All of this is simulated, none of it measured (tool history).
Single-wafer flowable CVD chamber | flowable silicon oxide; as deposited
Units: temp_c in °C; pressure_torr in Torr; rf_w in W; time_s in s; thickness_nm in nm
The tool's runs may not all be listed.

| run | hour | temp_c | pressure_torr | rf_w | time_s | thickness_nm |
|---|---|---|---|---|---|---|
| 1 | 0.0 | 90 | 0.710 | 2635 | 363 | 279.99 |
| 2 | 4.4 | 95 | 0.710 | 2635 | 363 | 240.35 |
| 3 | 6.5 | 90 | 0.711 | 2635 | 363 | 280.51 |
| 4 | 14.1 | 90 | 0.827 | 2635 | 363 | 322.98 |
| 5 | 20.0 | 90 | 0.827 | 2635 | 363 | 321.84 |
| 6 | 23.3 | 87 | 0.828 | 2635 | 363 | 349.83 |
| 7 | 31.7 | 87 | 0.828 | 2635 | 363 | 349.87 |
| 8 | 39.6 | 84 | 0.829 | 2635 | 363 | 378.37 |
| 9 | 42.7 | 82 | 0.830 | 2635 | 363 | 399.87 |

The next listed run, before its measurement:
| 10 | 50.7 | 80 | 0.831 | 2635 | 363 | ? |

{"run 10": {"thickness_nm": 423.05}}
